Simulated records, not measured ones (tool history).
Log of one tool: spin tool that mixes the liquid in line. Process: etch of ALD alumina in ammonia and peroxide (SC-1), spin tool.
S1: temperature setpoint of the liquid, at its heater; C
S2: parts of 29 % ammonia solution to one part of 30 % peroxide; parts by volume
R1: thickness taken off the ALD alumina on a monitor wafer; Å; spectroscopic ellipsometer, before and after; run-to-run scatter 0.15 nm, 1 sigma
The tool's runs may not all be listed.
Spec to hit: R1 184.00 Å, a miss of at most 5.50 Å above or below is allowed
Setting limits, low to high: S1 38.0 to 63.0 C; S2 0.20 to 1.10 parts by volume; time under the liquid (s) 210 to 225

run 1 hour=0.0 | S1=47.0 S2=0.60 time_under_the_liquid_(s)=210 | R1=116.91
run 2 hour=0.9 | S1=48.5 S2=0.60 time_under_the_liquid_(s)=210 | R1=125.62
run 3 hour=6.4 | S1=50.0 S2=0.60 time_under_the_liquid_(s)=210 | R1=136.16
run 4 hour=13.8 | S1=51.0 S2=0.60 time_under_the_liquid_(s)=210 | R1=144.65
run 5 hour=16.1 | S1=51.0 S2=0.60 time_under_the_liquid_(s)=210 | R1=142.71
run 6 hour=24.7 | S1=52.0 S2=0.60 time_under_the_liquid_(s)=210 | R1=153.79
run 7 hour=30.3 | S1=52.5 S2=0.60 time_under_the_liquid_(s)=210 | R1=154.31
run 8 hour=30.9 | S1=53.0 S2=0.60 time_under_the_liquid_(s)=210 | R1=161.42
run 9 hour=32.7 | S1=53.5 S2=0.60 time_under_the_liquid_(s)=210 | R1=165.21
run 10 hour=34.0 | S1=54.0 S2=0.60 time_under_the_liquid_(s)=210 | R1=172.39

Which of these 4 next moves meets every target?
run A hour=35.3 | S1=54.5 S2=0.55 time_under_the_liquid_(s)=225 | R1=?
run B hour=35.3 | S1=53.5 S2=0.55 time_under_the_liquid_(s)=210 | R1=?
run C hour=35.3 | S1=52.5 S2=0.85 time_under_the_liquid_(s)=210 | R1=?
run D hour=35.3 | S1=51.5 S2=0.55 time_under_the_liquid_(s)=225 | R1=?

move=A R1=184.42
move=B R1=163.16
move=C R1=161.12
move=D R1=156.90
A: in spec on every target
B: the biggest miss grows against the last run
C: the biggest miss grows against the last run
D: the biggest miss grows against the last run
Go with A: it meets all targets.
